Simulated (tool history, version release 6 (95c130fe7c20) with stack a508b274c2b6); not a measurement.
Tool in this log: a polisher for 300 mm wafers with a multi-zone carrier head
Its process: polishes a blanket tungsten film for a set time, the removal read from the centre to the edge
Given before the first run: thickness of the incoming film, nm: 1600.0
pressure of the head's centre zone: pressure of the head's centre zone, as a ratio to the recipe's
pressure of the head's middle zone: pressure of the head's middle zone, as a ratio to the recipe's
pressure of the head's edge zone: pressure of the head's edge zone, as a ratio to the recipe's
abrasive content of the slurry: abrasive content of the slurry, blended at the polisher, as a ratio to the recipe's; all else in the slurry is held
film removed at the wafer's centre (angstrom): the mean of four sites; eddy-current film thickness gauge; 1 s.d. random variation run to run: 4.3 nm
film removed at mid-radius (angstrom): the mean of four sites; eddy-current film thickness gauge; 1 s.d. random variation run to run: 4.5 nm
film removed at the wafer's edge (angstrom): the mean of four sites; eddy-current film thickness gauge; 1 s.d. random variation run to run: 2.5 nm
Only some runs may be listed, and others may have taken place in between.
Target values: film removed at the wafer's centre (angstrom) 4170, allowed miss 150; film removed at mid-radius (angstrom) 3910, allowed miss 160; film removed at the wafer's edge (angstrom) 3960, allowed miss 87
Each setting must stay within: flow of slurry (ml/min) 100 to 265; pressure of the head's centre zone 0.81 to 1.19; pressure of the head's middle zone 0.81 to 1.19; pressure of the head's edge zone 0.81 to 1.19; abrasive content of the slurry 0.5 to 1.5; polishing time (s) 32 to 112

run    day  flow of slurry (ml/min)  pressure of the head's centre zone  pressure of the head's middle zone  pressure of the head's edge zone  abrasive content of the slurry  polishing time (s)  film removed at the wafer's centre (angstrom)  film removed at mid-radius (angstrom)  film removed at the wafer's edge (angstrom)
  1      0                      170                                   1                                   1                                 1                               1                  72                                           2841                                 2662.8                                       2761.1
  2  0.192                      170                                   1                                   1                                 1                            0.85                  72                                           2640                                 2603.2                                         2628
  3  0.562                      170                                   1                                   1                                 1                            1.05                  72                                         2821.7                                 2785.2                                       2837.7
  4  0.896                      170                                   1                                   1                                 1                            1.05                  79                                         3125.4                                 3058.1                                       3088.7
  5  1.204                      170                                   1                                   1                                 1                            0.85                  79                                         2876.9                                   2801                                       2910.7
  6  1.454                      170                                   1                                   1                                 1                               1                  79                                         3117.1                                 3042.7                                       3075.3
  7  1.558                      185                                1.02                                1.02                              1.05                             1.1                  79                                         3288.5                                 3151.4                                       3252.5
  8  1.704                      195                                1.04                                1.04                              1.08                             1.2                  79                                         3495.9                                 3320.9                                       3442.1
  9  1.921                      195                                1.04                                1.04                              1.08                             1.2                  79                                         3439.1                                 3382.5                                       3413.8
 10  1.988                      205                                1.07                                1.05                              1.11                             1.3                  79                                         3731.4                                 3489.6                                         3590
     2.221  -- worn pad replaced by a new one
 11  2.221                      250                                1.09                                1.13                              1.19                             1.4                  80                                         4272.2                                 4204.8                                       4174.5
 12  2.388                      240                                 1.1                                1.12                              1.18                             1.4                  80                                         4299.3                                 4175.5                                       4213.9
 13  2.662                      230                                 1.1                                1.11                              1.16                             1.4                  80                                         4314.9                                 4163.9                                       4123.5

Next run, 5 choices. One meets every target within its allowed miss, the rest don't. Which?
  A  2.938                      190                                1.08                                1.03                              1.19                            1.45                  84                                              ?                                      ?                                            ?
  B  2.938                      245                                1.11                                1.16                              1.13                             1.4                  84                                              ?                                      ?                                            ?
  C  2.938                      235                                1.14                                1.19                               1.1                            1.35                  80                                              ?                                      ?                                            ?
  D  2.938                      235                                   1                                0.98                              1.19                            1.45                  78                                              ?                                      ?                                            ?
  E  2.938                      200                                 1.1                                1.08                              1.12                             1.5                  77                                              ?                                      ?                                            ?

move  film removed at the wafer's centre (angstrom)  film removed at mid-radius (angstrom)  film removed at the wafer's edge (angstrom)
   A                                         4350.4                                 4005.5                                       4430.1
   B                                         4593.3                                 4463.8                                       4365.3
   C                                         4417.1                                 4259.9                                       4036.2
   D                                         3857.9                                 3695.3                                         4204
   E                                         4141.9                                 3869.1                                         3998
A: its largest miss is bigger than the last run's
B: its largest miss is bigger than the last run's
C: the worst result of the last run now meets its target, but another is out of spec
D: its largest miss is bigger than the last run's
E: every result within its allowed miss
Answer: E
